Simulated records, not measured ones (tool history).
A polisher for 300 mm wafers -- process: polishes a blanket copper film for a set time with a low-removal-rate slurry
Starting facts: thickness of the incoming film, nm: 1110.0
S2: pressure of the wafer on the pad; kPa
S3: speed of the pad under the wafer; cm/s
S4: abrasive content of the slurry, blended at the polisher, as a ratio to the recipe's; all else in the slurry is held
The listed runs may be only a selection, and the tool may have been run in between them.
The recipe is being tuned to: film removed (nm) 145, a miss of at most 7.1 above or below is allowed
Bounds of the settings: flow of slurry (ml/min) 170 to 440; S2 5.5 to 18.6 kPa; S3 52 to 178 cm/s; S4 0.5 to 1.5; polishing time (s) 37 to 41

run 1 hour=0 | flow_of_slurry_(ml/min)=280 S2=11.7 S3=114 S4=1 polishing_time_(s)=41 | film_removed_(nm)=87.92
run 2 hour=7.7 | flow_of_slurry_(ml/min)=280 S2=11.7 S3=104 S4=1 polishing_time_(s)=41 | film_removed_(nm)=82.292
run 3 hour=16.5 | flow_of_slurry_(ml/min)=280 S2=13.8 S3=106 S4=1 polishing_time_(s)=41 | film_removed_(nm)=97.676
run 4 hour=19.2 | flow_of_slurry_(ml/min)=280 S2=15.9 S3=106 S4=1 polishing_time_(s)=41 | film_removed_(nm)=111.78
run 5 hour=28 | flow_of_slurry_(ml/min)=280 S2=15.9 S3=84 S4=1 polishing_time_(s)=41 | film_removed_(nm)=90.925
run 6 hour=36.9 | flow_of_slurry_(ml/min)=280 S2=15.9 S3=84 S4=1 polishing_time_(s)=41 | film_removed_(nm)=89.059
run 7 hour=43.6 | flow_of_slurry_(ml/min)=280 S2=16.5 S3=94 S4=1 polishing_time_(s)=41 | film_removed_(nm)=106.23
run 8 hour=44.8 | flow_of_slurry_(ml/min)=280 S2=17.2 S3=98 S4=1 polishing_time_(s)=41 | film_removed_(nm)=111.96
run 9 hour=48.1 | flow_of_slurry_(ml/min)=280 S2=17.9 S3=104 S4=1 polishing_time_(s)=41 | film_removed_(nm)=124.81
run 10 hour=50.2 | flow_of_slurry_(ml/min)=280 S2=17.9 S3=108 S4=1 polishing_time_(s)=41 | film_removed_(nm)=130.98
run 11 hour=55.9 | flow_of_slurry_(ml/min)=280 S2=17.9 S3=110 S4=1 polishing_time_(s)=41 | film_removed_(nm)=129.21
run 12 hour=56.8 | flow_of_slurry_(ml/min)=280 S2=17.9 S3=112 S4=1 polishing_time_(s)=41 | film_removed_(nm)=131.21
run 13 hour=61.1 | flow_of_slurry_(ml/min)=280 S2=17.9 S3=114 S4=1 polishing_time_(s)=41 | film_removed_(nm)=135.57

Consider the 4 candidate settings below. Which is the only one whose results all fall within their allowed miss of target?
run A hour=65.4 | flow_of_slurry_(ml/min)=285 S2=18.6 S3=136 S4=0.95 polishing_time_(s)=41 | film_removed_(nm)=?
run B hour=65.4 | flow_of_slurry_(ml/min)=315 S2=18.6 S3=112 S4=0.95 polishing_time_(s)=37 | film_removed_(nm)=?
run C hour=65.4 | flow_of_slurry_(ml/min)=260 S2=15.9 S3=148 S4=1.15 polishing_time_(s)=41 | film_removed_(nm)=?
run D hour=65.4 | flow_of_slurry_(ml/min)=300 S2=18.6 S3=128 S4=0.7 polishing_time_(s)=41 | film_removed_(nm)=?

move=A film_removed_(nm)=167.91
move=B film_removed_(nm)=126.96
move=C film_removed_(nm)=162.77
move=D film_removed_(nm)=145.3
A: takes the biggest miss from the last run beyond its target
B: misses by more than the last run did
C: takes the biggest miss from the last run beyond its target
D: meets every target
The move that meets every target is D.

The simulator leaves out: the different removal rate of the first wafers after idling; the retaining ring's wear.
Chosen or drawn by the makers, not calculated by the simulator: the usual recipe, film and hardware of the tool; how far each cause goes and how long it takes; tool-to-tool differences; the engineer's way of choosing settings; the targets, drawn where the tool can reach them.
